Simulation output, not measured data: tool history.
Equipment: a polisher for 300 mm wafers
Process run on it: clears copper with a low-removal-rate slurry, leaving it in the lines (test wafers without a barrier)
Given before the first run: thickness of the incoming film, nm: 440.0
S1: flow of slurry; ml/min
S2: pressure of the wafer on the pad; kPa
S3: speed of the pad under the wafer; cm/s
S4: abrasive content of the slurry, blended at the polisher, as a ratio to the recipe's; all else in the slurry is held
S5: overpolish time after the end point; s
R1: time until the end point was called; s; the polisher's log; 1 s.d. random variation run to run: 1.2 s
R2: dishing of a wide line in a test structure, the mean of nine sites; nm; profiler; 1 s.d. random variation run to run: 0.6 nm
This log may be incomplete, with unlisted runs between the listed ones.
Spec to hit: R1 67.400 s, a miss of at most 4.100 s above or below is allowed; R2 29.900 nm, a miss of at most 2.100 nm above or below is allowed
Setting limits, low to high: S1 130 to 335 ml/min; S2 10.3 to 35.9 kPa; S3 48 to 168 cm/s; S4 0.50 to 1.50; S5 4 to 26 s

Run 1, hour 0.0: S1 215 ml/min, S2 22.8 kPa, S3 108 cm/s, S4 1.00, S5 13 s. Result: R1 99.969 s, R2 22.739 nm.
Run 2, hour 0.7: S1 265 ml/min, S2 22.8 kPa, S3 108 cm/s, S4 1.00, S5 13 s. Result: R1 98.018 s, R2 22.920 nm.
Run 3, hour 5.1: S1 285 ml/min, S2 22.8 kPa, S3 108 cm/s, S4 1.00, S5 13 s. Result: R1 98.895 s, R2 23.573 nm.
Run 4, hour 11.7: S1 285 ml/min, S2 18.6 kPa, S3 108 cm/s, S4 1.00, S5 13 s. Result: R1 116.630 s, R2 20.889 nm.
Run 5, hour 16.3: S1 285 ml/min, S2 22.1 kPa, S3 108 cm/s, S4 1.00, S5 13 s. Result: R1 101.280 s, R2 22.733 nm.
Run 6, hour 22.5: S1 285 ml/min, S2 22.1 kPa, S3 108 cm/s, S4 1.00, S5 10 s. Result: R1 104.020 s, R2 19.143 nm.
Run 7, hour 31.2: S1 285 ml/min, S2 24.8 kPa, S3 110 cm/s, S4 1.00, S5 11 s. Result: R1 89.604 s, R2 22.389 nm.
Run 8, hour 32.3: S1 285 ml/min, S2 26.9 kPa, S3 110 cm/s, S4 1.00, S5 12 s. Result: R1 84.647 s, R2 23.476 nm.
Run 9, hour 34.8: S1 285 ml/min, S2 29.0 kPa, S3 112 cm/s, S4 1.00, S5 13 s. Result: R1 81.185 s, R2 25.093 nm.
Run 10, hour 38.6: S1 285 ml/min, S2 30.3 kPa, S3 114 cm/s, S4 1.00, S5 14 s. Result: R1 74.584 s, R2 26.041 nm.
Run 11, hour 44.2: S1 285 ml/min, S2 31.0 kPa, S3 114 cm/s, S4 1.00, S5 15 s. Result: R1 73.576 s, R2 26.349 nm.
Run 12, hour 51.7: S1 285 ml/min, S2 31.7 kPa, S3 114 cm/s, S4 1.00, S5 16 s. Result: R1 72.948 s, R2 27.408 nm.
Run 13, hour 60.1: S1 285 ml/min, S2 32.4 kPa, S3 114 cm/s, S4 1.00, S5 17 s. Result: R1 71.205 s, R2 28.480 nm.
Run 14, hour 61.0: S1 285 ml/min, S2 33.1 kPa, S3 114 cm/s, S4 1.00, S5 17 s. Result: R1 74.197 s, R2 28.865 nm.

Below are 5 possible settings for the next run. Only one of them brings all results inside the allowed miss of their targets. Which is it?
Run A, hour 61.9: S1 250 ml/min, S2 29.0 kPa, S3 124 cm/s, S4 0.90, S5 20 s. Result: R1 ?, R2 ?.
Run B, hour 61.9: S1 290 ml/min, S2 31.0 kPa, S3 110 cm/s, S4 0.85, S5 18 s. Result: R1 ?, R2 ?.
Run C, hour 61.9: S1 300 ml/min, S2 34.5 kPa, S3 104 cm/s, S4 1.00, S5 11 s. Result: R1 ?, R2 ?.
Run D, hour 61.9: S1 310 ml/min, S2 35.9 kPa, S3 106 cm/s, S4 1.20, S5 19 s. Result: R1 ?, R2 ?.
Run E, hour 61.9: S1 305 ml/min, S2 28.3 kPa, S3 100 cm/s, S4 1.35, S5 18 s. Result: R1 ?, R2 ?.

move      R1      R2
   A  76.581  27.863
   B  79.862  27.124
   C  75.185  23.704
   D  69.745  28.341
   E  86.749  26.468
A: further off than the last run
B: further off than the last run
C: further off than the last run
D: every result lands within tolerance
E: further off than the last run
So the answer is move D, the one that meets all the targets.

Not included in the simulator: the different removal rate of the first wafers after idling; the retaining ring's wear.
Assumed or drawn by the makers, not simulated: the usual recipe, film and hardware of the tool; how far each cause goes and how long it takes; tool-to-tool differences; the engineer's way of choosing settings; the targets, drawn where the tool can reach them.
